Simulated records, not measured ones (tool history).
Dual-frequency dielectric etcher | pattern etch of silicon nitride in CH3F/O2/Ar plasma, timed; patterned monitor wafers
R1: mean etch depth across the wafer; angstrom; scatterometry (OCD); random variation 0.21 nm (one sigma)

Run 1, hour 0: source power (kW) 0.37, bias power (kW) 0.087, etch time (s) 54.5. Result: R1 366.9 angstrom.
Run 2, hour 0.9: source power (kW) 0.4, bias power (kW) 0.087, etch time (s) 54.5. Result: R1 372.04 angstrom.
Run 3, hour 5.3: source power (kW) 0.4, bias power (kW) 0.095, etch time (s) 54.5. Result: R1 388.3 angstrom.
Run 4, hour 8.4: source power (kW) 0.4, bias power (kW) 0.095, etch time (s) 57. Result: R1 407.66 angstrom.
Run 5, hour 12.1: source power (kW) 0.35, bias power (kW) 0.095, etch time (s) 57. Result: R1 391.34 angstrom.
Run 6, hour 18.6: source power (kW) 0.35, bias power (kW) 0.095, etch time (s) 54.5. Result: R1 374.43 angstrom.
Run 7, hour 26.7: source power (kW) 0.33, bias power (kW) 0.091, etch time (s) 54.5. Result: R1 358.3 angstrom.
Run 8, hour 29.5: source power (kW) 0.31, bias power (kW) 0.089, etch time (s) 54.5. Result: R1 351.59 angstrom.

Run 9 comes next. What will it give?
Run 9, hour 34: source power (kW) 0.25, bias power (kW) 0.083, etch time (s) 54.5. Result: R1 ?.

{"run 9": {"R1": 320.92}}
